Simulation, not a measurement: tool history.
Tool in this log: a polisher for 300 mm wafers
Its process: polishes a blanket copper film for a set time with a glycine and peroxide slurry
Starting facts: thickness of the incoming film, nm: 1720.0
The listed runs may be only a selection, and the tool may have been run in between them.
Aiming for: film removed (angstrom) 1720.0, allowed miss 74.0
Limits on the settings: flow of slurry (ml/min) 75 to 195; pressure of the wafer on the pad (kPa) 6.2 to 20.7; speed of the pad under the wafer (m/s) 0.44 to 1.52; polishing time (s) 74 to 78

run  hour  flow of slurry (ml/min)  pressure of the wafer on the pad (kPa)  speed of the pad under the wafer (m/s)  polishing time (s)  film removed (angstrom)
  1   0.0                      125                                    13.1                                    0.98                  74                   2460.3
  2   3.5                      125                                    10.3                                    0.98                  74                   2198.1
  3   9.3                      125                                    10.3                                    1.18                  74                   2500.7
  4  15.4                      120                                     9.7                                    1.14                  74                   2326.6
  5  21.8                      120                                    12.4                                    1.14                  74                   2613.1
  6  28.4                      120                                    15.2                                    1.14                  74                   2985.2
  7  36.9                      120                                    15.2                                    1.14                  74                   2975.0
  8  42.1                      120                                    15.2                                    1.14                  74                   3016.0
  9  43.5                      115                                    13.1                                    1.10                  74                   2674.2

Next run, 4 choices. One meets every target within its allowed miss, the rest don't. Which?
  A  44.9                      110                                     9.7                                    0.78                  74                        ?
  B  44.9                      120                                    15.9                                    1.34                  78                        ?
  C  44.9                      130                                    15.2                                    1.16                  78                        ?
  D  44.9                      125                                     8.3                                    0.94                  74                        ?

move  film removed (angstrom)
   A                   1746.4
   B                   3683.7
   C                   3242.3
   D                   1912.9
A: all results in spec
B: its largest miss is bigger than the last run's
C: its largest miss is bigger than the last run's
D: gains on the last run, yet a result remains outside its allowed miss
A is the move that brings every result within its allowed miss.

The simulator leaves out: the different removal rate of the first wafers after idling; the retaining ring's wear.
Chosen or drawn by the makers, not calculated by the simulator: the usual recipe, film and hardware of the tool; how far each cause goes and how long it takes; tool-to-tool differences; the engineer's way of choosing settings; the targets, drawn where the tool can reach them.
